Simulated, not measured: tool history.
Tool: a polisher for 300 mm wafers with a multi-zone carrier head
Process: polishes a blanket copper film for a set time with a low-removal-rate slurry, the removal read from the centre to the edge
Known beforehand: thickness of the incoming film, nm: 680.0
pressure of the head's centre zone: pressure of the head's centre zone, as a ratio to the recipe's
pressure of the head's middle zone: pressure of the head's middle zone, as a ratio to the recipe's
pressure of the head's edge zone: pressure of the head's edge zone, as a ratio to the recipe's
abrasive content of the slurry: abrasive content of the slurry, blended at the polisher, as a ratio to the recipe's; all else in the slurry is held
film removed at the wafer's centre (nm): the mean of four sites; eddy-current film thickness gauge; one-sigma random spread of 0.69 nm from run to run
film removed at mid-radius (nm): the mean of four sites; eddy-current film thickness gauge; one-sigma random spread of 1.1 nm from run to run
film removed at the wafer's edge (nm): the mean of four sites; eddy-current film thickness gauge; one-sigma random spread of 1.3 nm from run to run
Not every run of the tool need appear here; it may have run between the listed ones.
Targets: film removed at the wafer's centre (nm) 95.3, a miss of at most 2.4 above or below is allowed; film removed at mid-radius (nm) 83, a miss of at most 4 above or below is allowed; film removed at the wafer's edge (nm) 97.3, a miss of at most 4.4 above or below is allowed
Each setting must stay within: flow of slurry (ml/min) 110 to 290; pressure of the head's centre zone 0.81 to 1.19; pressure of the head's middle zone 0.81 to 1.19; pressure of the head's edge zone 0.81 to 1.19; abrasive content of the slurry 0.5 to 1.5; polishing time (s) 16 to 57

run  hour  flow of slurry (ml/min)  pressure of the head's centre zone  pressure of the head's middle zone  pressure of the head's edge zone  abrasive content of the slurry  polishing time (s)  film removed at the wafer's centre (nm)  film removed at mid-radius (nm)  film removed at the wafer's edge (nm)
  1     0                      185                                   1                                   1                                 1                               1                  36                                   89.284                           92.859                                 93.076
  2   6.9                      190                                1.01                                0.96                              1.02                               1                  36                                   92.481                           87.826                                 95.594
  3   9.3                      190                                1.01                                0.91                              1.02                               1                  36                                   91.312                           87.069                                 98.545
  4  13.6                      190                                1.01                                0.91                              1.02                               1                  42                                   107.98                            99.04                                  114.3
  5  14.9                      190                                1.06                                0.91                              1.02                               1                  42                                   112.84                           99.952                                 113.54
  6  18.8                      180                                1.06                                0.89                                 1                            0.85                  42                                   108.38                           92.088                                 106.84
  7  23.8                      165                                1.04                                0.88                              0.98                             0.8                  42                                   100.99                           88.431                                 102.69
  8  28.5                      125                                1.04                                0.85                              0.93                             0.8                  42                                   91.328                           78.819                                 94.794
  9  29.4                      130                                1.04                                0.86                              0.93                             0.8                  42                                   92.193                           81.111                                 97.351

Next run, 4 choices. One meets every target within its allowed miss, the rest don't. Which?
  A  30.3                      115                                1.04                                0.81                              0.96                            0.75                  44                                        ?                                ?                                      ?
  B  30.3                      155                                0.99                                0.94                              0.87                             1.2                  39                                        ?                                ?                                      ?
  C  30.3                      125                                0.99                                1.01                              0.91                             0.8                  44                                        ?                                ?                                      ?
  D  30.3                      125                                1.04                                0.85                              0.86                               1                  43                                        ?                                ?                                      ?

move  film removed at the wafer's centre (nm)  film removed at mid-radius (nm)  film removed at the wafer's edge (nm)
   A                                   88.386                           74.112                                 99.149
   B                                   93.302                           91.109                                 98.996
   C                                   88.972                           93.447                                 100.03
   D                                   95.096                           82.388                                 99.675
A: the biggest miss grows against the last run
B: the furthest-off result lands on target, but another misses its tolerance
C: the biggest miss grows against the last run
D: hits every target within its allowed miss
So the answer is move D, the one that meets all the targets.
